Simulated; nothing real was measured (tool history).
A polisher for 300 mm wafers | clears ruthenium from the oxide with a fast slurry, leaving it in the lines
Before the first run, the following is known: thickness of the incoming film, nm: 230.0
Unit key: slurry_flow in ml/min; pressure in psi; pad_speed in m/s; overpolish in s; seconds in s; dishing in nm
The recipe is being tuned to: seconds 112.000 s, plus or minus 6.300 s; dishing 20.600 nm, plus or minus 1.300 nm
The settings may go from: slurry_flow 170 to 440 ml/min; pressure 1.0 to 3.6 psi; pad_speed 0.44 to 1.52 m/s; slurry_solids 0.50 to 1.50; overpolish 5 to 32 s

{"run": 1, "hour": 0.0, "slurry_flow": 280, "pressure": 2.3, "pad_speed": 0.98, "slurry_solids": 1.0, "overpolish": 16, "seconds": 59.941, "dishing": 39.107}
{"run": 2, "hour": 3.9, "slurry_flow": 280, "pressure": 2.3, "pad_speed": 0.98, "slurry_solids": 1.0, "overpolish": 23, "seconds": 61.831, "dishing": 50.345}
{"run": 3, "hour": 12.9, "slurry_flow": 280, "pressure": 2.0, "pad_speed": 0.92, "slurry_solids": 1.0, "overpolish": 20, "seconds": 75.932, "dishing": 39.788}
{"run": 4, "hour": 14.2, "slurry_flow": 280, "pressure": 2.0, "pad_speed": 0.78, "slurry_solids": 1.0, "overpolish": 20, "seconds": 87.328, "dishing": 33.833}
{"hour": 17.6, "done": "slurry blender recalibrated"}
{"run": 5, "hour": 17.6, "slurry_flow": 280, "pressure": 2.0, "pad_speed": 0.68, "slurry_solids": 1.0, "overpolish": 20, "seconds": 88.489, "dishing": 35.006}
{"run": 6, "hour": 26.1, "slurry_flow": 280, "pressure": 2.0, "pad_speed": 0.68, "slurry_solids": 0.85, "overpolish": 20, "seconds": 95.658, "dishing": 33.392}
{"run": 7, "hour": 32.7, "slurry_flow": 280, "pressure": 2.0, "pad_speed": 0.68, "slurry_solids": 0.85, "overpolish": 20, "seconds": 97.312, "dishing": 32.293}
{"run": 8, "hour": 36.9, "slurry_flow": 280, "pressure": 1.9, "pad_speed": 0.68, "slurry_solids": 0.85, "overpolish": 18, "seconds": 101.2, "dishing": 29.021}
{"run": 9, "hour": 42.4, "slurry_flow": 280, "pressure": 1.8, "pad_speed": 0.68, "slurry_solids": 0.85, "overpolish": 16, "seconds": 103.22, "dishing": 25.234}
{"run": 10, "hour": 46.3, "slurry_flow": 280, "pressure": 1.8, "pad_speed": 0.68, "slurry_solids": 0.85, "overpolish": 16, "seconds": 105.98, "dishing": 24.972}
{"run": 11, "hour": 50.8, "slurry_flow": 280, "pressure": 1.8, "pad_speed": 0.68, "slurry_solids": 0.85, "overpolish": 15, "seconds": 103.76, "dishing": 23.766}

Next run, 4 choices. One meets every target within its allowed miss, the rest don't. Which?
{"run": "A", "hour": 55.3, "slurry_flow": 200, "pressure": 2.0, "pad_speed": 0.64, "slurry_solids": 0.9, "overpolish": 15, "seconds": "?", "dishing": "?"}
{"run": "B", "hour": 55.3, "slurry_flow": 200, "pressure": 2.0, "pad_speed": 0.74, "slurry_solids": 0.55, "overpolish": 23, "seconds": "?", "dishing": "?"}
{"run": "C", "hour": 55.3, "slurry_flow": 215, "pressure": 2.2, "pad_speed": 0.66, "slurry_solids": 0.6, "overpolish": 14, "seconds": "?", "dishing": "?"}
{"run": "D", "hour": 55.3, "slurry_flow": 270, "pressure": 2.3, "pad_speed": 0.52, "slurry_solids": 0.85, "overpolish": 17, "seconds": "?", "dishing": "?"}

move=A seconds=97.042 dishing=24.030
move=B seconds=114.870 dishing=30.098
move=C seconds=108.730 dishing=20.405
move=D seconds=102.380 dishing=25.595
A: further off than the last run
B: further off than the last run
C: each result inside its tolerance
D: further off than the last run
The move that meets every target is C.

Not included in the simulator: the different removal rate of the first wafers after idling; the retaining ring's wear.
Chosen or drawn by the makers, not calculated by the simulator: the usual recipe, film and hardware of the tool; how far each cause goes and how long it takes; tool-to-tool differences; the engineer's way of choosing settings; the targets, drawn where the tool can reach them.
